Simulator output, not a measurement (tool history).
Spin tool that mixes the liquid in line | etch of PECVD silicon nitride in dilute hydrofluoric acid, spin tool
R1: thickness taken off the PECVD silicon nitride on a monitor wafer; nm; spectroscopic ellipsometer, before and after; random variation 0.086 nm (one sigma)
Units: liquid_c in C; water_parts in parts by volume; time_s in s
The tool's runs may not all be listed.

{"run": 1, "hour": 0.0, "liquid_c": 24, "water_parts": 45, "time_s": 90, "R1": 6.2766}
{"run": 2, "hour": 1.7, "liquid_c": 25, "water_parts": 45, "time_s": 90, "R1": 6.5764}
{"run": 3, "hour": 6.8, "liquid_c": 25, "water_parts": 35, "time_s": 90, "R1": 8.4396}
{"run": 4, "hour": 12.2, "liquid_c": 25, "water_parts": 25, "time_s": 90, "R1": 11.74}
{"run": 5, "hour": 13.3, "liquid_c": 25.5, "water_parts": 25, "time_s": 90, "R1": 12.055}
{"run": 6, "hour": 21.8, "liquid_c": 25.5, "water_parts": 25, "time_s": 70, "R1": 9.4009}
{"run": 7, "hour": 23.1, "liquid_c": 26.5, "water_parts": 25, "time_s": 70, "R1": 10.115}

The next listed run, before its measurement:
{"run": 8, "hour": 24.4, "liquid_c": 27, "water_parts": 25, "time_s": 70, "R1": "?"}

Run 8 gave R1 10.418 nm.
